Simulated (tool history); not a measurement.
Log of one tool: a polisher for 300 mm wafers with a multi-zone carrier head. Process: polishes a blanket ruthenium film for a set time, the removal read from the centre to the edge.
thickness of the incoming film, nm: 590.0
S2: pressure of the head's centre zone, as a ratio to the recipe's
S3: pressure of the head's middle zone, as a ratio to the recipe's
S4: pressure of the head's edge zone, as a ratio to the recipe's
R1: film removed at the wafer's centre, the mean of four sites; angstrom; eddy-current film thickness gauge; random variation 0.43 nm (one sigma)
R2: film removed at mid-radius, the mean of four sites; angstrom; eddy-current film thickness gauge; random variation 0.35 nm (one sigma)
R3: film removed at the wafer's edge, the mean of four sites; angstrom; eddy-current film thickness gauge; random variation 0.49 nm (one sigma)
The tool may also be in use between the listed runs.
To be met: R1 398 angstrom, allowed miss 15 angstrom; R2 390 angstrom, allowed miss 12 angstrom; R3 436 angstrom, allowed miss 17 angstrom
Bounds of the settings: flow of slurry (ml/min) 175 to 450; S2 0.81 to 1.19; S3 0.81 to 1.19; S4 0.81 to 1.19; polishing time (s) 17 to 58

Run 1, hour 0: flow of slurry (ml/min) 290, S2 1, S3 1, S4 1, polishing time (s) 37. Result: R1 277.49 angstrom, R2 272.24 angstrom, R3 266.99 angstrom.
Run 2, hour 6.7: flow of slurry (ml/min) 290, S2 1, S3 1, S4 1, polishing time (s) 30. Result: R1 220.7 angstrom, R2 219.57 angstrom, R3 214.44 angstrom.
Run 3, hour 8.2: flow of slurry (ml/min) 330, S2 1, S3 1, S4 1, polishing time (s) 30. Result: R1 226.87 angstrom, R2 223.8 angstrom, R3 221.7 angstrom.
Run 4, hour 11.1: flow of slurry (ml/min) 340, S2 1, S3 1, S4 1.02, polishing time (s) 32. Result: R1 240.25 angstrom, R2 237.26 angstrom, R3 235.42 angstrom.
Run 5, hour 19.2: flow of slurry (ml/min) 340, S2 1, S3 1, S4 1.02, polishing time (s) 38. Result: R1 290.99 angstrom, R2 284.6 angstrom, R3 278.4 angstrom.
Run 6, hour 22.4: flow of slurry (ml/min) 340, S2 1, S3 1, S4 1.05, polishing time (s) 38. Result: R1 288.27 angstrom, R2 280.89 angstrom, R3 282.94 angstrom.
Run 7, hour 30.6: flow of slurry (ml/min) 340, S2 0.99, S3 1, S4 1.07, polishing time (s) 40. Result: R1 297.03 angstrom, R2 299.92 angstrom, R3 308.72 angstrom.
Run 8, hour 35.8: flow of slurry (ml/min) 340, S2 0.99, S3 1, S4 1.08, polishing time (s) 41. Result: R1 307.26 angstrom, R2 310.37 angstrom, R3 314.91 angstrom.
Run 9, hour 36.9: flow of slurry (ml/min) 340, S2 0.99, S3 0.99, S4 1.09, polishing time (s) 42. Result: R1 312.29 angstrom, R2 316.33 angstrom, R3 323.73 angstrom.
Run 10, hour 41.6: flow of slurry (ml/min) 325, S2 0.99, S3 0.92, S4 1.18, polishing time (s) 52. Result: R1 385.91 angstrom, R2 361.11 angstrom, R3 412.68 angstrom.
Run 11, hour 43.8: flow of slurry (ml/min) 330, S2 0.99, S3 0.92, S4 1.18, polishing time (s) 52. Result: R1 384.13 angstrom, R2 367.58 angstrom, R3 411.55 angstrom.
Run 12, hour 44.7: flow of slurry (ml/min) 335, S2 0.99, S3 0.92, S4 1.18, polishing time (s) 52. Result: R1 390.63 angstrom, R2 356.03 angstrom, R3 412.06 angstrom.

Which of these 5 next moves meets every target?
Run A, hour 45.6: flow of slurry (ml/min) 355, S2 1.05, S3 0.85, S4 1.13, polishing time (s) 49. Result: R1 ?, R2 ?, R3 ?.
Run B, hour 45.6: flow of slurry (ml/min) 265, S2 1.02, S3 1.03, S4 0.97, polishing time (s) 51. Result: R1 ?, R2 ?, R3 ?.
Run C, hour 45.6: flow of slurry (ml/min) 320, S2 1.04, S3 0.97, S4 1.08, polishing time (s) 51. Result: R1 ?, R2 ?, R3 ?.
Run D, hour 45.6: flow of slurry (ml/min) 280, S2 1.1, S3 1.06, S4 1.02, polishing time (s) 49. Result: R1 ?, R2 ?, R3 ?.
Run E, hour 45.6: flow of slurry (ml/min) 220, S2 0.99, S3 0.96, S4 1.19, polishing time (s) 56. Result: R1 ?, R2 ?, R3 ?.

move      R1      R2      R3
   A  389.91  317.03  385.28
   B  381.55  375.91  362.42
   C     398  364.75  388.38
   D  398.53  372.34  358.39
   E  394.88  379.05  432.77
A: further off than the last run
B: further off than the last run
C: as far off as the last run
D: further off than the last run
E: meets every target
Answer: E

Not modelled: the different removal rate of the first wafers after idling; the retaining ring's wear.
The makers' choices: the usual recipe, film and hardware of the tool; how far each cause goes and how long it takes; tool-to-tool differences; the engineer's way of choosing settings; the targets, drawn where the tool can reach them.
